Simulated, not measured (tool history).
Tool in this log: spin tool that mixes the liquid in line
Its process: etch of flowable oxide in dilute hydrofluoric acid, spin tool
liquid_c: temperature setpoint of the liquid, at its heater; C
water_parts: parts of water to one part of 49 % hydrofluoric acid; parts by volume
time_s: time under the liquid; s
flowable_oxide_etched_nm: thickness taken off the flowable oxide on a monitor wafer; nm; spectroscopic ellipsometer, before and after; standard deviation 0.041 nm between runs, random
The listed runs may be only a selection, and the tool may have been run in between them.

run	hour	liquid_c	water_parts	time_s	flowable_oxide_etched_nm
1	0.0	23.0	245	60	7.8529
2	5.3	23.0	245	60	7.9518
3	6.5	23.0	215	60	9.2217
4	8.2	23.0	255	60	7.4973
5	15.8	25.0	255	60	8.0721
6	20.9	25.0	210	60	10.3090
7	23.2	23.0	230	60	8.6682
8	25.7	21.5	245	60	7.4743

Run 9 comes next. What will it give?
9	28.6	20.5	255	60	?

flowable_oxide_etched_nm: 6.8165 nm

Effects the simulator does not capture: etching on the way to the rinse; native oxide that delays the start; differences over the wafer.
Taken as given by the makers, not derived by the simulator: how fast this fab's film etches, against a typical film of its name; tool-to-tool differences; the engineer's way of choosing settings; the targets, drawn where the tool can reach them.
